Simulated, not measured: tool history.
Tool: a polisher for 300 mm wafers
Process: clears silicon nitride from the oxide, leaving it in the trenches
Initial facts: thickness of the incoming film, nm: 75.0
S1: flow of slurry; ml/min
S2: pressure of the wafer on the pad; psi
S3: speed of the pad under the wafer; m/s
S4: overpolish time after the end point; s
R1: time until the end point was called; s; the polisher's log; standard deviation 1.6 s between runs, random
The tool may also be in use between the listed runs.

run,hour,S1,S2,S3,S4,R1
1,0,190,1.7,1.08,5,117.63
2,7.5,190,2,1.08,5,99.341
3,12,155,2,1.08,5,103.06
4,20.3,155,2.4,1.08,5,85.549
5,27,150,2,1.06,5,104.62
6,34.8,150,1.8,1.06,5,113.61

Forecast run 7:
7,40.8,150,1.6,1.06,5,?

{"run 7": {"R1": 129.86}}

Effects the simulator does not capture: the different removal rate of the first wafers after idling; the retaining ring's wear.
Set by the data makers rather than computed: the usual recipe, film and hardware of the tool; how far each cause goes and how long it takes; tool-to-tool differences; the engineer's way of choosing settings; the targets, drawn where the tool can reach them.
